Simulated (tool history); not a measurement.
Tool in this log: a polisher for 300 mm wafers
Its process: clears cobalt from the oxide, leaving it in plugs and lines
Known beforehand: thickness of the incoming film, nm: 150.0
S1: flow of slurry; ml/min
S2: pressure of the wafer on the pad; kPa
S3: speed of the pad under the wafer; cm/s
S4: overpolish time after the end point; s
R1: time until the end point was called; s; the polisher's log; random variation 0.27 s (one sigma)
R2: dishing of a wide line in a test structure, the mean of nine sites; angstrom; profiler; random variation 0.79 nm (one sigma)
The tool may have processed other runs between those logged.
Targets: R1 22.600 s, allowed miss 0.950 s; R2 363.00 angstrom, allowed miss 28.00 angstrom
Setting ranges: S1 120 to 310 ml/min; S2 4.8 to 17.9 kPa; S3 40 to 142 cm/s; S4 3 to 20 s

Run 1, day 0.000: S1 200 ml/min, S2 11.0 kPa, S3 90 cm/s, S4 10 s. Result: R1 42.832 s, R2 265.79 angstrom.
Run 2, day 0.312: S1 200 ml/min, S2 11.7 kPa, S3 90 cm/s, S4 10 s. Result: R1 41.002 s, R2 271.99 angstrom.
Run 3, day 0.654: S1 200 ml/min, S2 11.7 kPa, S3 68 cm/s, S4 10 s. Result: R1 52.962 s, R2 220.11 angstrom.
Run 4, day 0.908: S1 165 ml/min, S2 11.7 kPa, S3 68 cm/s, S4 10 s. Result: R1 54.568 s, R2 220.56 angstrom.
Run 5, day 1.038: S1 170 ml/min, S2 12.4 kPa, S3 72 cm/s, S4 10 s. Result: R1 50.554 s, R2 235.21 angstrom.
Run 6, day 1.104: S1 170 ml/min, S2 12.4 kPa, S3 72 cm/s, S4 7 s. Result: R1 49.795 s, R2 170.18 angstrom.
Run 7, day 1.412: S1 175 ml/min, S2 13.1 kPa, S3 76 cm/s, S4 7 s. Result: R1 45.890 s, R2 193.53 angstrom.
Run 8, day 1.579: S1 180 ml/min, S2 16.5 kPa, S3 102 cm/s, S4 5 s. Result: R1 29.621 s, R2 202.66 angstrom.
Run 9, day 1.912: S1 180 ml/min, S2 16.5 kPa, S3 104 cm/s, S4 6 s. Result: R1 28.899 s, R2 233.69 angstrom.
Run 10, day 2.038: S1 185 ml/min, S2 16.5 kPa, S3 106 cm/s, S4 6 s. Result: R1 28.335 s, R2 248.80 angstrom.
Run 11, day 2.212: S1 190 ml/min, S2 16.5 kPa, S3 108 cm/s, S4 6 s. Result: R1 27.429 s, R2 251.04 angstrom.
Run 12, day 2.412: S1 195 ml/min, S2 16.5 kPa, S3 108 cm/s, S4 6 s. Result: R1 27.377 s, R2 250.00 angstrom.
At day 2.767: head pressure recalibrated.
Run 13, day 2.767: S1 200 ml/min, S2 16.5 kPa, S3 108 cm/s, S4 6 s. Result: R1 26.671 s, R2 258.24 angstrom.
Run 14, day 2.867: S1 210 ml/min, S2 16.5 kPa, S3 108 cm/s, S4 6 s. Result: R1 26.846 s, R2 257.15 angstrom.
Run 15, day 2.912: S1 215 ml/min, S2 16.5 kPa, S3 108 cm/s, S4 6 s. Result: R1 26.022 s, R2 253.98 angstrom.
Run 16, day 2.996: S1 220 ml/min, S2 16.5 kPa, S3 108 cm/s, S4 6 s. Result: R1 25.813 s, R2 251.47 angstrom.
Run 17, day 3.271: S1 230 ml/min, S2 17.2 kPa, S3 110 cm/s, S4 8 s. Result: R1 24.822 s, R2 346.73 angstrom.
Run 18, day 3.646: S1 235 ml/min, S2 17.2 kPa, S3 110 cm/s, S4 8 s. Result: R1 24.370 s, R2 338.04 angstrom.
Run 19, day 3.983: S1 240 ml/min, S2 17.2 kPa, S3 110 cm/s, S4 8 s. Result: R1 24.599 s, R2 348.02 angstrom.
Run 20, day 4.250: S1 245 ml/min, S2 17.2 kPa, S3 110 cm/s, S4 8 s. Result: R1 24.665 s, R2 336.16 angstrom.
Run 21, day 4.612: S1 245 ml/min, S2 17.2 kPa, S3 110 cm/s, S4 8 s. Result: R1 24.327 s, R2 323.88 angstrom.

Below are 4 possible settings for the next run. Only one of them brings all results inside the allowed miss of their targets. Which is it?
Run A, day 4.975: S1 230 ml/min, S2 17.9 kPa, S3 116 cm/s, S4 10 s. Result: R1 ?, R2 ?.
Run B, day 4.975: S1 300 ml/min, S2 17.2 kPa, S3 118 cm/s, S4 8 s. Result: R1 ?, R2 ?.
Run C, day 4.975: S1 280 ml/min, S2 17.9 kPa, S3 116 cm/s, S4 6 s. Result: R1 ?, R2 ?.
Run D, day 4.975: S1 250 ml/min, S2 17.9 kPa, S3 132 cm/s, S4 9 s. Result: R1 ?, R2 ?.

move      R1      R2
   A  22.790  412.76
   B  22.526  356.14
   C  22.355  288.09
   D  20.042  418.97
A: gets the furthest-off result to its target, but another result is out of tolerance
B: all results land within tolerance of their targets
C: gets the furthest-off result to its target, but another result is out of tolerance
D: pushes the last run's worst result past its target
Correct choice: B, which meets every target
